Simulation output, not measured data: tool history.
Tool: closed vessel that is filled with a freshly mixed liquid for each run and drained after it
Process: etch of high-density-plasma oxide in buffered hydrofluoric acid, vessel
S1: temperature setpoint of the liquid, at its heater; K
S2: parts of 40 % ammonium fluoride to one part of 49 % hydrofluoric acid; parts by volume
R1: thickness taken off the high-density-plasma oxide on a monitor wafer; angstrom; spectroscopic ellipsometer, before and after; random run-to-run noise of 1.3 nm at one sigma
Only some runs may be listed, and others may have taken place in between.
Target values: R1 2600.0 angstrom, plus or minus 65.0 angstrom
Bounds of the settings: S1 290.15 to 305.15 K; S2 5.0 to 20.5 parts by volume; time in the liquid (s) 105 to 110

{"run": 1, "hour": 0.0, "S1": 298.15, "S2": 12.5, "time in the liquid (s)": 105, "R1": 1847.9}
{"run": 2, "hour": 5.3, "S1": 300.15, "S2": 12.5, "time in the liquid (s)": 105, "R1": 2037.8}
{"run": 3, "hour": 12.7, "S1": 302.15, "S2": 12.5, "time in the liquid (s)": 105, "R1": 2287.1}
{"run": 4, "hour": 16.4, "S1": 303.65, "S2": 12.5, "time in the liquid (s)": 105, "R1": 2451.9}
{"run": 5, "hour": 17.2, "S1": 301.65, "S2": 12.5, "time in the liquid (s)": 105, "R1": 2208.2}
{"run": 6, "hour": 22.1, "S1": 302.15, "S2": 12.5, "time in the liquid (s)": 105, "R1": 2276.8}
{"run": 7, "hour": 23.5, "S1": 302.65, "S2": 12.5, "time in the liquid (s)": 105, "R1": 2339.9}
{"run": 8, "hour": 30.9, "S1": 303.15, "S2": 12.5, "time in the liquid (s)": 105, "R1": 2397.1}

Pick the move, out of 5, that brings all results within their allowed miss; only one does.
{"run": "A", "hour": 38.3, "S1": 305.15, "S2": 13.5, "time in the liquid (s)": 110, "R1": "?"}
{"run": "B", "hour": 38.3, "S1": 304.15, "S2": 15.0, "time in the liquid (s)": 105, "R1": "?"}
{"run": "C", "hour": 38.3, "S1": 304.15, "S2": 13.5, "time in the liquid (s)": 105, "R1": "?"}
{"run": "D", "hour": 38.3, "S1": 301.15, "S2": 12.0, "time in the liquid (s)": 105, "R1": "?"}
{"run": "E", "hour": 38.3, "S1": 301.65, "S2": 12.0, "time in the liquid (s)": 105, "R1": "?"}

move=A R1=2602.5
move=B R1=2127.2
move=C R1=2358.2
move=D R1=2259.1
move=E R1=2319.8
A: all results in spec
B: lands further from the targets than the last run did
C: lands further from the targets than the last run did
D: lands further from the targets than the last run did
E: lands further from the targets than the last run did
Answer: A

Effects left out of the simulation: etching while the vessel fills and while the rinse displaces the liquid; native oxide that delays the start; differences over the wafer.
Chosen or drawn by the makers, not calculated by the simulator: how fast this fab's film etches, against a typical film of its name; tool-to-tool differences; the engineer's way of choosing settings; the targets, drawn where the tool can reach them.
